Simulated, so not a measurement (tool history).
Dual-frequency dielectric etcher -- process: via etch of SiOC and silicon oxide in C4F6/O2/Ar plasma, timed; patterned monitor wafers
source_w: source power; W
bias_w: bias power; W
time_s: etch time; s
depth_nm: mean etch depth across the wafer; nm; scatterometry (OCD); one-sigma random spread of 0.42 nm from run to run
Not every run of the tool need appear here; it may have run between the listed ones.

run,hour,source_w,bias_w,time_s,depth_nm
1,0.0,390,188,94.5,103.90
2,2.8,460,188,94.5,113.54
3,8.3,460,160,94.5,107.01
4,9.8,460,178,94.5,112.04
5,10.9,460,178,94.5,111.58
6,11.5,460,178,94.5,111.45

Expected results for the next run?
7,16.3,460,178,94.5,?

depth_nm: 111.57 nm

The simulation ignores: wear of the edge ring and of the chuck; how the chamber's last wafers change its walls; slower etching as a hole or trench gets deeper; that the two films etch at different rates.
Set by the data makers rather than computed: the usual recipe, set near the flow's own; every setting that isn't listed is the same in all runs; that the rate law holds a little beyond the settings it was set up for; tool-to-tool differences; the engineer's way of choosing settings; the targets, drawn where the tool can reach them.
